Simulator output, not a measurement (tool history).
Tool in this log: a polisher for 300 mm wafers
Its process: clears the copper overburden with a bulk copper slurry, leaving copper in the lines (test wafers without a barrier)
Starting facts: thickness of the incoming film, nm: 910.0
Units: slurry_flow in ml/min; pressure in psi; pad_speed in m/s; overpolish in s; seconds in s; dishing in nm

run 1 hour=0 | slurry_flow=220 pressure=2.4 pad_speed=0.84 slurry_solids=1 overpolish=17 | seconds=146.4 dishing=46.117
run 2 hour=2.8 | slurry_flow=185 pressure=2.4 pad_speed=0.84 slurry_solids=1 overpolish=17 | seconds=150.12 dishing=44.658
run 3 hour=7.7 | slurry_flow=195 pressure=2.7 pad_speed=0.84 slurry_solids=1 overpolish=17 | seconds=132.15 dishing=48.905
run 4 hour=14.5 | slurry_flow=200 pressure=2.9 pad_speed=0.84 slurry_solids=1 overpolish=17 | seconds=123.99 dishing=49.819
-- hour=15.7 worn pad replaced by a new one
run 5 hour=15.7 | slurry_flow=200 pressure=2.9 pad_speed=0.84 slurry_solids=0.95 overpolish=17 | seconds=112.26 dishing=55.088
run 6 hour=23.6 | slurry_flow=210 pressure=3 pad_speed=0.84 slurry_solids=0.95 overpolish=16 | seconds=106.03 dishing=52.936

Predict the results of run 7:
run 7 hour=30.5 | slurry_flow=230 pressure=3 pad_speed=0.84 slurry_solids=0.95 overpolish=16 | seconds=? dishing=?

seconds: 105.52 s
dishing: 51.737 nm

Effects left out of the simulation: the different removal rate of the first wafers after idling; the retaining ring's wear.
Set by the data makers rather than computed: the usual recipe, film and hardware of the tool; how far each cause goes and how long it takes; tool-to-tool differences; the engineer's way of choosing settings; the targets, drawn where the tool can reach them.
